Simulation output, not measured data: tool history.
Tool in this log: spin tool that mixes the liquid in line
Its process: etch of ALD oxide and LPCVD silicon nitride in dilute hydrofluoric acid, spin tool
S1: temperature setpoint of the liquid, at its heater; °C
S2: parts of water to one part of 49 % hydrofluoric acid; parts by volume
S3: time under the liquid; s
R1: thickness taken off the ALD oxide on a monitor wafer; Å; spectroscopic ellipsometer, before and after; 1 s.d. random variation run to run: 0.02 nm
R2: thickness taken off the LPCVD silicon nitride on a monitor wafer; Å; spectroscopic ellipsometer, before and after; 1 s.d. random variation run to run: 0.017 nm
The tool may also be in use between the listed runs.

| run | hour | S1 | S2 | S3 | R1 | R2 |
|---|---|---|---|---|---|---|
| 1 | 0 | 22 | 110 | 55 | 80.557 | 1.789 |
| 2 | 8.2 | 21 | 110 | 55 | 77.863 | 2.128 |
| 3 | 11.2 | 21 | 110 | 70 | 98.604 | 2.1092 |
| 4 | 15 | 20.5 | 115 | 70 | 91.4 | 2.0658 |
| 5 | 21.8 | 20.5 | 95 | 70 | 113.85 | 2.9719 |
| 6 | 29.8 | 20 | 105 | 70 | 99.591 | 2.1933 |
| 7 | 35.9 | 19.5 | 110 | 70 | 93.217 | 2.0185 |
| 8 | 39.6 | 19 | 115 | 70 | 85.709 | 1.9394 |

Forecast run 9:
| 9 | 45.2 | 18.5 | 120 | 70 | ? | ? |

For run 9 the tool returned R1 80.253 Å, R2 1.5151 Å.
